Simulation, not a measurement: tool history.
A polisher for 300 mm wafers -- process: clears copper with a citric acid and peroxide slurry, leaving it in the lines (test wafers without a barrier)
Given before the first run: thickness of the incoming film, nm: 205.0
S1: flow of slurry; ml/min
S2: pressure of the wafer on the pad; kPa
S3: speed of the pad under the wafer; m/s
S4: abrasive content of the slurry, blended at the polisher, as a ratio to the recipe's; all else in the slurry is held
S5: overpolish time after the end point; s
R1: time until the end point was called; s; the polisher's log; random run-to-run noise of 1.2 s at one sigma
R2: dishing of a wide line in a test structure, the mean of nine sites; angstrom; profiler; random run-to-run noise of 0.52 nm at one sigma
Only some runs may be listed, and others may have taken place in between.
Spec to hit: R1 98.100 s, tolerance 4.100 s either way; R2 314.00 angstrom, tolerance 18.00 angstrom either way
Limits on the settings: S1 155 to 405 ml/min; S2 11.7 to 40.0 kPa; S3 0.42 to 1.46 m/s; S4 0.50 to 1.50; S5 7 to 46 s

{"run": 1, "day": 0.0, "S1": 260, "S2": 25.5, "S3": 0.94, "S4": 1.0, "S5": 24, "R1": 74.957, "R2": 403.1}
{"run": 2, "day": 0.058, "S1": 260, "S2": 25.5, "S3": 0.94, "S4": 1.0, "S5": 14, "R1": 75.453, "R2": 261.14}
{"run": 3, "day": 0.204, "S1": 260, "S2": 25.5, "S3": 0.94, "S4": 0.9, "S5": 14, "R1": 77.441, "R2": 262.4}
{"run": 4, "day": 0.296, "S1": 300, "S2": 25.5, "S3": 0.94, "S4": 0.9, "S5": 14, "R1": 76.184, "R2": 266.87}
{"run": 5, "day": 0.554, "S1": 300, "S2": 25.5, "S3": 0.94, "S4": 0.9, "S5": 7, "R1": 75.611, "R2": 143.41}
{"run": 6, "day": 0.771, "S1": 300, "S2": 25.5, "S3": 0.94, "S4": 1.1, "S5": 7, "R1": 72.483, "R2": 146.79}
{"run": 7, "day": 0.875, "S1": 275, "S2": 24.8, "S3": 0.94, "S4": 1.0, "S5": 9, "R1": 76.776, "R2": 169.5}
{"run": 8, "day": 1.188, "S1": 265, "S2": 24.8, "S3": 0.92, "S4": 0.9, "S5": 11, "R1": 78.651, "R2": 201.25}
{"run": 9, "day": 1.392, "S1": 260, "S2": 24.1, "S3": 0.9, "S4": 0.85, "S5": 13, "R1": 84.609, "R2": 224.04}
{"run": 10, "day": 1.75, "S1": 250, "S2": 24.1, "S3": 0.9, "S4": 0.75, "S5": 14, "R1": 87.741, "R2": 235.53}
{"run": 11, "day": 1.904, "S1": 245, "S2": 24.1, "S3": 0.9, "S4": 0.7, "S5": 15, "R1": 92.287, "R2": 241.71}
{"run": 12, "day": 2.146, "S1": 240, "S2": 24.1, "S3": 0.9, "S4": 0.65, "S5": 16, "R1": 93.366, "R2": 249.64}
{"run": 13, "day": 2.242, "S1": 235, "S2": 24.1, "S3": 0.9, "S4": 0.65, "S5": 17, "R1": 92.848, "R2": 255.33}
{"run": 14, "day": 2.55, "S1": 235, "S2": 24.1, "S3": 0.9, "S4": 0.65, "S5": 18, "R1": 95.543, "R2": 271.43}
{"run": 15, "day": 2.625, "S1": 235, "S2": 24.1, "S3": 0.9, "S4": 0.65, "S5": 19, "R1": 93.414, "R2": 287.45}

5 candidate next runs follow, results not yet known. Just one meets every target within its allowed miss. Identify it.
{"run": "A", "day": 2.7, "S1": 255, "S2": 22.8, "S3": 0.84, "S4": 0.55, "S5": 21, "R1": "?", "R2": "?"}
{"run": "B", "day": 2.7, "S1": 185, "S2": 20.0, "S3": 0.96, "S4": 0.8, "S5": 23, "R1": "?", "R2": "?"}
{"run": "C", "day": 2.7, "S1": 175, "S2": 22.8, "S3": 1.0, "S4": 0.75, "S5": 20, "R1": "?", "R2": "?"}
{"run": "D", "day": 2.7, "S1": 225, "S2": 24.1, "S3": 0.94, "S4": 0.65, "S5": 20, "R1": "?", "R2": "?"}
{"run": "E", "day": 2.7, "S1": 230, "S2": 22.1, "S3": 0.82, "S4": 0.7, "S5": 28, "R1": "?", "R2": "?"}

move=A R1=109.350 R2=272.63
move=B R1=100.050 R2=314.74
move=C R1=88.089 R2=313.02
move=D R1=89.969 R2=308.35
move=E R1=108.500 R2=346.76
A: misses by more than the last run did
B: every result within its allowed miss
C: corrects the largest miss of the last run, while another result sits out of spec
D: corrects the largest miss of the last run, while another result sits out of spec
E: pushes the last run's worst result past its target
Go with B: it meets all targets.

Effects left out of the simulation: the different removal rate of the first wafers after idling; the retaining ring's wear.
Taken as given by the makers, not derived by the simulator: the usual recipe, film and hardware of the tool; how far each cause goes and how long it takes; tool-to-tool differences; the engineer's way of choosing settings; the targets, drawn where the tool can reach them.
